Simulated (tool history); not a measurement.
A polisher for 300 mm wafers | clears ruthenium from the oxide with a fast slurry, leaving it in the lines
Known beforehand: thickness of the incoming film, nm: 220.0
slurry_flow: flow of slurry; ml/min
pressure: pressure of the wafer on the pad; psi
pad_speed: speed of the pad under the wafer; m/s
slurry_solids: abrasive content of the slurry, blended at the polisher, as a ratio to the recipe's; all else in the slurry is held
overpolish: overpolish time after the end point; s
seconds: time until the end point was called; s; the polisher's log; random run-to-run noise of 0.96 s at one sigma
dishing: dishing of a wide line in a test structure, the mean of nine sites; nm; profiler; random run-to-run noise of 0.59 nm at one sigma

| run | hour | slurry_flow | pressure | pad_speed | slurry_solids | overpolish | seconds | dishing |
|---|---|---|---|---|---|---|---|---|
| 1 | 0 | 235 | 2.3 | 1.28 | 1 | 10 | 57.878 | 27.391 |
| 2 | 7.9 | 235 | 2.2 | 1.28 | 1 | 11 | 59.819 | 29.032 |
| 3 | 16.4 | 235 | 2.2 | 1.28 | 1 | 8 | 59.753 | 22.741 |
| 4 | 23.5 | 235 | 2.2 | 1.46 | 1 | 8 | 55.867 | 25.042 |
| 5 | 31.6 | 235 | 2 | 1.46 | 1 | 9 | 58.776 | 24.58 |
| 6 | 33.7 | 235 | 1.8 | 1.44 | 1 | 10 | 68.548 | 24.595 |
| 7 | 40.4 | 235 | 1.7 | 1.44 | 1 | 11 | 71.802 | 26.07 |
| 8 | 42.5 | 235 | 1.6 | 1.44 | 1 | 11 | 76.089 | 25.252 |
| 9 | 46.9 | 235 | 1.5 | 1.44 | 1 | 12 | 80.643 | 24.92 |

Run 10 has not been measured yet. What should we expect?
| 10 | 50.6 | 235 | 1.5 | 1.44 | 1 | 13 | ? | ? |

{"run 10": {"seconds": 78.579, "dishing": 26.252}}

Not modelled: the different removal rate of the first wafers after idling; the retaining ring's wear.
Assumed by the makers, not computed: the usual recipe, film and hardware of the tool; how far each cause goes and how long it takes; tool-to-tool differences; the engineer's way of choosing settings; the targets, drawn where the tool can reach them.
